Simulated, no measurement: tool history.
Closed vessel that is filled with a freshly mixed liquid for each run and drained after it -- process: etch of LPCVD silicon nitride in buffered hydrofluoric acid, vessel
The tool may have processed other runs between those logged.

run  hour  temperature setpoint of the liquid (C)  parts of 40 % ammonium fluoride to one part of 49 % hydrofluoric acid (parts by volume)  time in the liquid (s)  thickness taken off the LPCVD silicon nitride on a monitor wafer (angstrom)
  1     0                                      22                                                                                     19.5                    2710                                                                       141.74
  2     3                                    24.5                                                                                     19.5                    2710                                                                       163.78
  3   9.4                                      23                                                                                     19.5                    2710                                                                       149.71
  4  13.9                                      22                                                                                     19.5                    2710                                                                       142.83
  5    18                                      21                                                                                     19.5                    2710                                                                       134.86
  6  24.2                                      24                                                                                     19.5                    2710                                                                       158.96
  7  27.9                                    22.5                                                                                     19.5                    2710                                                                       146.12
  8  35.2                                    21.5                                                                                     19.5                    2710                                                                       138.92
  9  43.1                                    20.5                                                                                     19.5                    2710                                                                        131.3
 10  48.3                                    20.5                                                                                     19.5                    2710                                                                       128.89
 11  55.5                                      20                                                                                     19.5                    2710                                                                       126.93
 12  64.1                                      20                                                                                     19.5                    2710                                                                       128.12

Run 13 has not been measured yet. What should we expect?
 13  72.9                                    19.5                                                                                     19.5                    2710                                                                            ?

Run 13 measured thickness taken off the LPCVD silicon nitride on a monitor wafer (angstrom) 121.56.
